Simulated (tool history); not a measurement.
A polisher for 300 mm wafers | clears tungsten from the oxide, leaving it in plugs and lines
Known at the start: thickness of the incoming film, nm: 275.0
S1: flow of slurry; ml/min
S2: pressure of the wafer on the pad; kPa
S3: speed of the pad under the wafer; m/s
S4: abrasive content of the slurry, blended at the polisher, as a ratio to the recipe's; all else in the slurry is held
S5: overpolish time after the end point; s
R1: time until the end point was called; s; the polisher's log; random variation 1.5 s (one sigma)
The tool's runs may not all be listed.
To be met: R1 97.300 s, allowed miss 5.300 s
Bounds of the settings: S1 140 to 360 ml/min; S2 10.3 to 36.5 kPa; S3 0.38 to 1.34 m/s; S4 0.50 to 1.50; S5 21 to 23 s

run 1 hour=0.0 | S1=230 S2=23.4 S3=0.86 S4=1.00 S5=21 | R1=68.911
run 2 hour=4.2 | S1=230 S2=23.4 S3=0.98 S4=1.00 S5=21 | R1=61.277
run 3 hour=6.2 | S1=230 S2=23.4 S3=0.98 S4=1.20 S5=21 | R1=55.845
run 4 hour=11.8 | S1=230 S2=23.4 S3=0.98 S4=1.30 S5=21 | R1=55.650
run 5 hour=18.1 | S1=230 S2=20.0 S3=0.96 S4=1.30 S5=21 | R1=64.966
run 6 hour=21.2 | S1=230 S2=20.0 S3=1.08 S4=1.30 S5=21 | R1=58.662
run 7 hour=27.4 | S1=230 S2=17.2 S3=1.06 S4=1.30 S5=21 | R1=69.077
-- hour=29.9 head pressure recalibrated
run 8 hour=29.9 | S1=230 S2=15.2 S3=1.06 S4=1.30 S5=21 | R1=72.651
run 9 hour=30.6 | S1=225 S2=10.3 S3=0.92 S4=1.25 S5=21 | R1=121.740
run 10 hour=32.4 | S1=225 S2=11.7 S3=0.92 S4=1.25 S5=21 | R1=104.300
run 11 hour=37.5 | S1=225 S2=12.4 S3=0.92 S4=1.25 S5=21 | R1=103.870

Which of these 5 next moves meets every target?
run A hour=42.6 | S1=215 S2=11.7 S3=0.86 S4=1.30 S5=22 | R1=?
run B hour=42.6 | S1=235 S2=16.5 S3=0.86 S4=1.10 S5=22 | R1=?
run C hour=42.6 | S1=235 S2=16.5 S3=0.78 S4=1.05 S5=21 | R1=?
run D hour=42.6 | S1=225 S2=11.0 S3=0.90 S4=1.25 S5=21 | R1=?
run E hour=42.6 | S1=170 S2=10.3 S3=1.06 S4=1.30 S5=23 | R1=?

move=A R1=114.780
move=B R1=86.648
move=C R1=96.789
move=D R1=117.200
move=E R1=108.390
A: further off than the last run
B: takes the result that was furthest off past its target
C: meets every target
D: further off than the last run
E: further off than the last run
Move C is the one to make.
